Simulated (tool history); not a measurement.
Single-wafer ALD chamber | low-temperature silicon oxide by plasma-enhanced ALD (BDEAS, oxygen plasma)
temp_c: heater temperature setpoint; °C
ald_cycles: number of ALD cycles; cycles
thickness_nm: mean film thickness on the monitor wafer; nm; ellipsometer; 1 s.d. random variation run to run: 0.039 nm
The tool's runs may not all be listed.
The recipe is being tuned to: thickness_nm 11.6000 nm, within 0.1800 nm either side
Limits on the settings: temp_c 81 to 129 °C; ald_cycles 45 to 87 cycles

{"run": 1, "day": 0.0, "temp_c": 105, "ald_cycles": 66, "thickness_nm": 8.8113}
{"run": 2, "day": 0.358, "temp_c": 103, "ald_cycles": 69, "thickness_nm": 9.2202}
{"run": 3, "day": 0.488, "temp_c": 107, "ald_cycles": 69, "thickness_nm": 9.1358}
{"run": 4, "day": 0.808, "temp_c": 107, "ald_cycles": 73, "thickness_nm": 9.7197}
{"run": 5, "day": 0.85, "temp_c": 117, "ald_cycles": 73, "thickness_nm": 9.5183}
{"run": 6, "day": 1.0, "temp_c": 117, "ald_cycles": 82, "thickness_nm": 10.677}
{"run": 7, "day": 1.196, "temp_c": 115, "ald_cycles": 83, "thickness_nm": 10.873}
{"run": 8, "day": 1.271, "temp_c": 115, "ald_cycles": 83, "thickness_nm": 10.863}
{"run": 9, "day": 1.438, "temp_c": 114, "ald_cycles": 84, "thickness_nm": 11.044}
{"run": 10, "day": 1.788, "temp_c": 113, "ald_cycles": 84, "thickness_nm": 10.975}
{"run": 11, "day": 2.138, "temp_c": 110, "ald_cycles": 85, "thickness_nm": 11.176}
{"run": 12, "day": 2.383, "temp_c": 108, "ald_cycles": 85, "thickness_nm": 11.244}

Exactly one of the 5 candidate moves below puts every result within its allowed miss. Which one?
{"run": "A", "day": 2.629, "temp_c": 108, "ald_cycles": 83, "thickness_nm": "?"}
{"run": "B", "day": 2.629, "temp_c": 108, "ald_cycles": 80, "thickness_nm": "?"}
{"run": "C", "day": 2.629, "temp_c": 100, "ald_cycles": 81, "thickness_nm": "?"}
{"run": "D", "day": 2.629, "temp_c": 107, "ald_cycles": 87, "thickness_nm": "?"}
{"run": "E", "day": 2.629, "temp_c": 102, "ald_cycles": 82, "thickness_nm": "?"}

move=A thickness_nm=11.0070
move=B thickness_nm=10.6090
move=C thickness_nm=10.8830
move=D thickness_nm=11.5560
move=E thickness_nm=10.9820
A: further off than the last run
B: further off than the last run
C: further off than the last run
D: all results in spec
E: further off than the last run
D is the move that brings every result within its allowed miss.
